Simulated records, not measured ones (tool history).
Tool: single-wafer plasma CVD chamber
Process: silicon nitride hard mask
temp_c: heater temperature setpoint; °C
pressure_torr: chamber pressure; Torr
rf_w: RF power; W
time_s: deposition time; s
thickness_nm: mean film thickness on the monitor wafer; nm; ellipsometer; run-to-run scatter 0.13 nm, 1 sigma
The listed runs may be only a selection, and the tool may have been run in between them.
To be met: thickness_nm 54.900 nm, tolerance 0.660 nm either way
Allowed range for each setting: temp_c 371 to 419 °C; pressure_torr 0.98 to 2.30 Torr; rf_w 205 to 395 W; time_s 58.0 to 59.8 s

Run 1, hour 0.0: temp_c 395 °C, pressure_torr 1.64 Torr, rf_w 300 W, time_s 58.0 s. Result: thickness_nm 64.213 nm.
Run 2, hour 2.9: temp_c 395 °C, pressure_torr 1.64 Torr, rf_w 300 W, time_s 59.8 s. Result: thickness_nm 66.276 nm.
Run 3, hour 4.1: temp_c 395 °C, pressure_torr 1.64 Torr, rf_w 300 W, time_s 58.0 s. Result: thickness_nm 64.290 nm.
Run 4, hour 7.7: temp_c 395 °C, pressure_torr 1.64 Torr, rf_w 320 W, time_s 58.0 s. Result: thickness_nm 67.190 nm.
Run 5, hour 14.9: temp_c 395 °C, pressure_torr 1.50 Torr, rf_w 310 W, time_s 58.0 s. Result: thickness_nm 63.957 nm.
Run 6, hour 15.6: temp_c 405 °C, pressure_torr 1.50 Torr, rf_w 310 W, time_s 58.0 s. Result: thickness_nm 63.923 nm.
Run 7, hour 17.9: temp_c 405 °C, pressure_torr 1.39 Torr, rf_w 305 W, time_s 58.0 s. Result: thickness_nm 62.078 nm.
Run 8, hour 24.6: temp_c 405 °C, pressure_torr 1.31 Torr, rf_w 300 W, time_s 58.0 s. Result: thickness_nm 60.051 nm.
Run 9, hour 26.3: temp_c 405 °C, pressure_torr 1.24 Torr, rf_w 295 W, time_s 58.0 s. Result: thickness_nm 58.387 nm.
Run 10, hour 33.6: temp_c 405 °C, pressure_torr 1.19 Torr, rf_w 295 W, time_s 58.0 s. Result: thickness_nm 57.549 nm.
Run 11, hour 40.8: temp_c 405 °C, pressure_torr 1.15 Torr, rf_w 295 W, time_s 58.0 s. Result: thickness_nm 56.892 nm.
Run 12, hour 48.6: temp_c 405 °C, pressure_torr 0.98 Torr, rf_w 290 W, time_s 58.0 s. Result: thickness_nm 53.440 nm.
Run 13, hour 54.2: temp_c 406 °C, pressure_torr 1.00 Torr, rf_w 290 W, time_s 58.0 s. Result: thickness_nm 53.987 nm.
Run 14, hour 62.4: temp_c 406 °C, pressure_torr 1.01 Torr, rf_w 290 W, time_s 58.0 s. Result: thickness_nm 54.075 nm.
Run 15, hour 68.2: temp_c 406 °C, pressure_torr 1.10 Torr, rf_w 290 W, time_s 58.0 s. Result: thickness_nm 55.633 nm.

Which one of the following 5 next-run settings gets every result inside its allowed miss? There is exactly one.
Run A, hour 74.0: temp_c 405 °C, pressure_torr 1.30 Torr, rf_w 270 W, time_s 59.4 s. Result: thickness_nm ?.
Run B, hour 74.0: temp_c 407 °C, pressure_torr 0.98 Torr, rf_w 310 W, time_s 58.7 s. Result: thickness_nm ?.
Run C, hour 74.0: temp_c 413 °C, pressure_torr 1.34 Torr, rf_w 255 W, time_s 59.2 s. Result: thickness_nm ?.
Run D, hour 74.0: temp_c 406 °C, pressure_torr 1.17 Torr, rf_w 280 W, time_s 59.8 s. Result: thickness_nm ?.
Run E, hour 74.0: temp_c 404 °C, pressure_torr 1.16 Torr, rf_w 280 W, time_s 59.5 s. Result: thickness_nm ?.

move  thickness_nm
   A        57.031
   B        56.728
   C        54.858
   D        57.047
   E        56.657
A: misses by more than the last run did
B: misses by more than the last run did
C: in spec on every target
D: misses by more than the last run did
E: misses by more than the last run did
The move that meets every target is C.
